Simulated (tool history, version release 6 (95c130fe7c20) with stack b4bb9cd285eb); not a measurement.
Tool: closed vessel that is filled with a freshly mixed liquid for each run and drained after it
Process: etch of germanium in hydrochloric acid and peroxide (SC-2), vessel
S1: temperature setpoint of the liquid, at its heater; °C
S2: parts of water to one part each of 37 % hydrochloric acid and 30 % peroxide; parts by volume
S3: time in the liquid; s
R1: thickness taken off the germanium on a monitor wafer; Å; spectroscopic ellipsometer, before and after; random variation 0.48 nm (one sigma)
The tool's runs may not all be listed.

run 1 hour=0 | S1=65 S2=7 S3=30 | R1=881.03
run 2 hour=7 | S1=65 S2=5.5 S3=30 | R1=883.17
run 3 hour=12.6 | S1=65 S2=8 S3=30 | R1=865.59
run 4 hour=14 | S1=70 S2=8 S3=30 | R1=989.57
run 5 hour=21.8 | S1=65 S2=8 S3=30 | R1=854.27
run 6 hour=27.8 | S1=61 S2=8 S3=30 | R1=763.99
run 7 hour=30.8 | S1=61 S2=8 S3=30 | R1=752.45
run 8 hour=35.8 | S1=59 S2=8 S3=30 | R1=716.89
run 9 hour=44.1 | S1=57 S2=8 S3=30 | R1=686.4

Forecast run 10:
run 10 hour=52.6 | S1=55.5 S2=8 S3=30 | R1=?

R1: 647.15 Å
